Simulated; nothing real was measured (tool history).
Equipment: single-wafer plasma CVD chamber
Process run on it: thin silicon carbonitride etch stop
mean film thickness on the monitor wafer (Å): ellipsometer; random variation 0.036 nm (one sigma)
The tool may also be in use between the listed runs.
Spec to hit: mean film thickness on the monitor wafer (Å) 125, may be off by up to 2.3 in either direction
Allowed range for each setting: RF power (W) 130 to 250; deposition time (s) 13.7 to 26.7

run,hour,RF power (W),deposition time (s),mean film thickness on the monitor wafer (Å)
1,0,190,20.2,108.04
2,7.9,195,20.4,110.33
3,16.2,200,20.6,112.49
4,17.8,200,18.4,100.49
5,22.2,205,18.8,103.74
6,24.4,230,18.8,109.22
7,25.7,230,19.1,110.9
8,29.2,230,19.3,111.95
9,37.7,230,19.5,112.92
10,46.3,230,19.5,113.05
11,48.8,230,19.7,114.12
12,50.9,230,19.9,115.11
13,52.4,230,20,116
14,58,230,20.1,116.44
15,61.8,230,20.2,116.92

Next run, 5 choices. One meets every target within its allowed miss, the rest don't. Which?
A,65.6,210,19,?
B,65.6,230,20.3,?
C,65.6,225,21.6,?
D,65.6,240,20.5,?
E,65.6,210,23.2,?

move,mean film thickness on the monitor wafer (Å)
A,106.06
B,117.75
C,124.15
D,121
E,129.5
A: the biggest miss grows against the last run
B: better than the last run, though not everything is in spec
C: every result within its allowed miss
D: better than the last run, though not everything is in spec
E: pushes the last run's worst result past its target
C is the move that brings every result within its allowed miss.
